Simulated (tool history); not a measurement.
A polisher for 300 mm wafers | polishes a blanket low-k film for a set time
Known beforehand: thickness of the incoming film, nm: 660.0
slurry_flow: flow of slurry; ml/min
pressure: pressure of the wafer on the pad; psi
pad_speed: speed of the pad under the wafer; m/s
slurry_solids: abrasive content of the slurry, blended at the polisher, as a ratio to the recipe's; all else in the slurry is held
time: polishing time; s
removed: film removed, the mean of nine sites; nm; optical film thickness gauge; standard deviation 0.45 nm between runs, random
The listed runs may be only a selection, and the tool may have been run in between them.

run	hour	slurry_flow	pressure	pad_speed	slurry_solids	time	removed
1	0.0	205	2.4	1.20	1.00	31	17.504
2	3.1	205	2.4	1.04	1.00	31	15.620
3	10.5	205	2.8	1.16	1.00	31	19.272
4	13.3	205	3.1	1.30	1.00	31	22.825
5	14.1	205	3.3	1.44	1.00	31	26.184
6	15.1	205	3.3	1.44	1.00	28	23.334
7	18.6	205	3.4	1.58	1.05	28	26.435
8	21.3	205	3.5	1.68	1.10	28	28.686

Run 9, settings as shown, results not yet in. Your forecast:
9	25.7	205	3.6	1.74	1.15	29	?

removed: 32.328 nm

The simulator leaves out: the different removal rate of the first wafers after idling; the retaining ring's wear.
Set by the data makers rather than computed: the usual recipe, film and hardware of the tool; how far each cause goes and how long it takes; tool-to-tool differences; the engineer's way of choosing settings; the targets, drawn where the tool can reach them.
